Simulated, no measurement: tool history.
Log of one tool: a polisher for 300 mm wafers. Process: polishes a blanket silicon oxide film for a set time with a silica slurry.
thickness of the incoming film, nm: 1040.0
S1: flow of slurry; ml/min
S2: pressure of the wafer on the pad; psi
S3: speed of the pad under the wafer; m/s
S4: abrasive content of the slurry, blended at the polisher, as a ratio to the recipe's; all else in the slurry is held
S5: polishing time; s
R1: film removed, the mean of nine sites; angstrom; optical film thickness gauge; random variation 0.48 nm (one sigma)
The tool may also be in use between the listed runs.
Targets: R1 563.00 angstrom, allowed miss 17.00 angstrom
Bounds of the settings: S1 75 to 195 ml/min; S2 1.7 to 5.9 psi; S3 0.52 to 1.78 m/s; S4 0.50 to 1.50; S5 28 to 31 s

run,day,S1,S2,S3,S4,S5,R1
1,0.000,125,3.8,1.14,1.00,31,748.69
2,0.175,120,3.7,1.14,1.00,31,726.75
3,0.329,120,4.5,1.14,1.00,31,878.07
4,0.400,120,4.5,0.92,1.00,31,733.89
5,0.667,120,4.5,0.92,1.00,31,748.28
6,0.950,115,4.3,0.92,1.00,31,716.00
7,1.254,115,4.1,0.92,1.00,31,680.18
8,1.571,115,4.0,0.92,1.00,31,655.17
9,1.946,115,3.9,0.92,1.00,31,644.38
10,2.146,115,3.8,0.92,1.00,31,630.29
11,2.421,90,3.4,0.92,1.00,31,536.39
# day 2.675: worn pad replaced by a new one
12,2.675,100,3.4,0.92,1.00,31,608.77
13,3.021,100,3.3,0.92,1.00,31,591.58

5 next moves are on the table. One of them brings every result within its allowed miss. Which?
A,3.367,90,3.8,1.00,0.85,28,?
B,3.367,95,3.1,0.94,1.00,31,?
C,3.367,90,3.3,1.02,1.00,29,?
D,3.367,75,3.5,1.06,1.00,28,?
E,3.367,115,2.7,0.94,0.95,31,?

move,R1
A,618.79
B,573.83
C,601.81
D,609.06
E,512.30
A: further off than the last run
B: meets every target
C: further off than the last run
D: further off than the last run
E: takes the result that was furthest off past its target
Answer: B
